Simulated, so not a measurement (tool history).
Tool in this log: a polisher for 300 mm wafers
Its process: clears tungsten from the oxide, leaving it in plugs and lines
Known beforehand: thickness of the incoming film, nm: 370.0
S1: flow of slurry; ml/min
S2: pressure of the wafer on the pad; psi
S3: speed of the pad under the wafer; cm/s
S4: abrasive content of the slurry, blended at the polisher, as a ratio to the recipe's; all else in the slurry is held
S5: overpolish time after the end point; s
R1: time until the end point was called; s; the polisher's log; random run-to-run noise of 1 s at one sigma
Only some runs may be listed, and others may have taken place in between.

| run | hour | S1 | S2 | S3 | S4 | S5 | R1 |
|---|---|---|---|---|---|---|---|
| 1 | 0.0 | 185 | 3.6 | 112 | 1.0 | 19 | 92.495 |
| 2 | 0.6 | 185 | 3.6 | 112 | 1.2 | 19 | 86.536 |
| 3 | 1.8 | 180 | 3.3 | 112 | 1.2 | 19 | 95.255 |
| 4 | 6.1 | 175 | 3.1 | 112 | 1.2 | 19 | 101.800 |
| 5 | 6.8 | 175 | 3.1 | 112 | 1.2 | 19 | 101.350 |
| 6 | 13.2 | 175 | 3.1 | 112 | 1.2 | 21 | 101.850 |
|  | 17.1 | slurry tank refilled with fresh slurry and peroxide |
| 7 | 17.1 | 170 | 3.0 | 112 | 1.2 | 21 | 96.696 |

What does the tool deliver on the next run?
| 8 | 25.4 | 200 | 2.2 | 112 | 1.2 | 21 | ? |

{"run 8": {"R1": 126.97}}
